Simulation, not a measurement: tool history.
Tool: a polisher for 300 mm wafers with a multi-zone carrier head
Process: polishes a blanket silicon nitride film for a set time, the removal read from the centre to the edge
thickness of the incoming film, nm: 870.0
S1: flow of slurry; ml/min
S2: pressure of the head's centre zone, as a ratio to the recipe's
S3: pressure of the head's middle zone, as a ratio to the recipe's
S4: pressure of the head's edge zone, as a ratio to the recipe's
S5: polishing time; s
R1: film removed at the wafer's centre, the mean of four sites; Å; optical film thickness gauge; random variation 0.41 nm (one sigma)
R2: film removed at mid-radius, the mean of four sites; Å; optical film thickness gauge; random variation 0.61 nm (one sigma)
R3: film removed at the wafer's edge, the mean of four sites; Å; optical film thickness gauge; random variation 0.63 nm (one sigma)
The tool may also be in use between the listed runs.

| run | day | S1 | S2 | S3 | S4 | S5 | R1 | R2 | R3 |
|---|---|---|---|---|---|---|---|---|---|
| 1 | 0.000 | 120 | 1.00 | 1.00 | 1.00 | 32 | 388.77 | 392.44 | 393.91 |
| 2 | 0.038 | 120 | 1.00 | 1.00 | 1.00 | 26 | 318.58 | 324.53 | 311.86 |
| 3 | 0.321 | 95 | 1.00 | 1.00 | 1.00 | 26 | 299.28 | 300.01 | 308.27 |
| 4 | 0.692 | 100 | 1.02 | 1.01 | 1.02 | 28 | 331.16 | 328.66 | 330.00 |
| 5 | 1.012 | 105 | 1.03 | 1.01 | 1.03 | 29 | 348.52 | 343.74 | 352.89 |
| 6 | 1.175 | 105 | 1.03 | 1.01 | 0.96 | 29 | 347.40 | 343.26 | 339.35 |
| 7 | 1.529 | 110 | 1.04 | 1.01 | 0.98 | 30 | 373.33 | 368.37 | 366.29 |

The next listed run, before its measurement:
| 8 | 1.879 | 140 | 1.14 | 1.05 | 1.08 | 31 | ? | ? | ? |

R1: 428.01 Å
R2: 403.82 Å
R3: 397.64 Å

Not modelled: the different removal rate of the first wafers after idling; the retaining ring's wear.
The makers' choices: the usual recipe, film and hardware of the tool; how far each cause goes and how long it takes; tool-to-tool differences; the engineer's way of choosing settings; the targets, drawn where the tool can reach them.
